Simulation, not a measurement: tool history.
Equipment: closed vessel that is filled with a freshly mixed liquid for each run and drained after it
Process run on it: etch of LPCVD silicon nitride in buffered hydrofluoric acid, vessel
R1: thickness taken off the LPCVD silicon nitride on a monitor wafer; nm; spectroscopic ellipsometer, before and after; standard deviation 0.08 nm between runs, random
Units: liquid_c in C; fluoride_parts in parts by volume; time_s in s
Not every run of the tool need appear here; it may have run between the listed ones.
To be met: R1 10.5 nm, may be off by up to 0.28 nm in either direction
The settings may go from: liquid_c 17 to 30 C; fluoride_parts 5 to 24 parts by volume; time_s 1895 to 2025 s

run 1 hour=0 | liquid_c=22 fluoride_parts=14.5 time_s=1895 | R1=14.321
run 2 hour=2.2 | liquid_c=22 fluoride_parts=14.5 time_s=2025 | R1=15.304
run 3 hour=4.9 | liquid_c=24 fluoride_parts=14.5 time_s=2025 | R1=17.373
run 4 hour=12.6 | liquid_c=24 fluoride_parts=17.5 time_s=2025 | R1=14.326
-- hour=20.4 hydrofluoric acid flow meter replaced
run 5 hour=20.4 | liquid_c=24 fluoride_parts=21 time_s=2025 | R1=13.573
run 6 hour=23.1 | liquid_c=24 fluoride_parts=18.5 time_s=2025 | R1=15.232
run 7 hour=31.2 | liquid_c=20 fluoride_parts=19 time_s=2025 | R1=11.821
run 8 hour=33 | liquid_c=19.5 fluoride_parts=19 time_s=2025 | R1=11.333
run 9 hour=35.9 | liquid_c=18.5 fluoride_parts=19 time_s=2025 | R1=10.88

Next run, 5 choices. One meets every target within its allowed miss, the rest don't. Which?
run A hour=38.8 | liquid_c=19 fluoride_parts=18 time_s=1940 | R1=?
run B hour=38.8 | liquid_c=20 fluoride_parts=20.5 time_s=2000 | R1=?
run C hour=38.8 | liquid_c=21 fluoride_parts=20.5 time_s=1990 | R1=?
run D hour=38.8 | liquid_c=18.5 fluoride_parts=19.5 time_s=1980 | R1=?
run E hour=38.8 | liquid_c=19.5 fluoride_parts=19 time_s=1975 | R1=?

move=A R1=11.201
move=B R1=10.823
move=C R1=11.389
move=D R1=10.268
move=E R1=11.12
A: misses by more than the last run did
B: closes in on the targets versus the last run, not all within tolerance yet
C: misses by more than the last run did
D: every result within its allowed miss
E: misses by more than the last run did
Go with D: it meets all targets.
